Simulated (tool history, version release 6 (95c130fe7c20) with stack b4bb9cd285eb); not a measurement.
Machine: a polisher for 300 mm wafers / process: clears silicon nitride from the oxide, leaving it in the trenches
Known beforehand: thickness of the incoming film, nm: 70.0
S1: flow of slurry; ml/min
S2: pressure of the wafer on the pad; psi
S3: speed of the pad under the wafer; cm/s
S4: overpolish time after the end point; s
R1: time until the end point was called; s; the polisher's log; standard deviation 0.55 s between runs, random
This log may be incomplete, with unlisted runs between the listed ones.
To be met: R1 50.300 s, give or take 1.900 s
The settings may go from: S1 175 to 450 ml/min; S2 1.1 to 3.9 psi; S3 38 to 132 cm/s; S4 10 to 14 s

run 1 hour=0.0 | S1=290 S2=2.5 S3=84 S4=14 | R1=83.923
run 2 hour=8.9 | S1=290 S2=2.7 S3=84 S4=14 | R1=79.232
run 3 hour=14.3 | S1=250 S2=2.7 S3=84 S4=14 | R1=79.601
run 4 hour=17.4 | S1=185 S2=2.7 S3=84 S4=14 | R1=83.034
run 5 hour=24.1 | S1=190 S2=2.8 S3=84 S4=14 | R1=78.340
run 6 hour=29.6 | S1=190 S2=2.8 S3=84 S4=10 | R1=78.770
run 7 hour=36.8 | S1=190 S2=2.9 S3=84 S4=10 | R1=77.926
run 8 hour=41.8 | S1=190 S2=3.0 S3=86 S4=10 | R1=71.224
run 9 hour=43.3 | S1=195 S2=3.1 S3=86 S4=10 | R1=69.993
run 10 hour=45.6 | S1=195 S2=3.2 S3=86 S4=10 | R1=67.729
run 11 hour=53.0 | S1=195 S2=3.3 S3=86 S4=10 | R1=65.913
run 12 hour=56.7 | S1=195 S2=3.4 S3=86 S4=10 | R1=63.713
run 13 hour=59.7 | S1=195 S2=3.5 S3=86 S4=10 | R1=61.825
run 14 hour=66.2 | S1=195 S2=3.6 S3=86 S4=10 | R1=60.202
run 15 hour=70.8 | S1=195 S2=3.8 S3=90 S4=10 | R1=55.201
run 16 hour=77.9 | S1=195 S2=3.9 S3=94 S4=10 | R1=52.990

Pick the move, out of 4, that brings all results within their allowed miss; only one does.
run A hour=85.0 | S1=250 S2=3.9 S3=106 S4=12 | R1=?
run B hour=85.0 | S1=175 S2=3.9 S3=98 S4=10 | R1=?
run C hour=85.0 | S1=225 S2=3.9 S3=110 S4=13 | R1=?
run D hour=85.0 | S1=190 S2=3.9 S3=110 S4=13 | R1=?

move=A R1=46.332
move=B R1=50.872
move=C R1=45.368
move=D R1=46.050
A: carries the result that was furthest off beyond its target, to the other side
B: each result inside its tolerance
C: carries the result that was furthest off beyond its target, to the other side
D: carries the result that was furthest off beyond its target, to the other side
Go with B: it meets all targets.
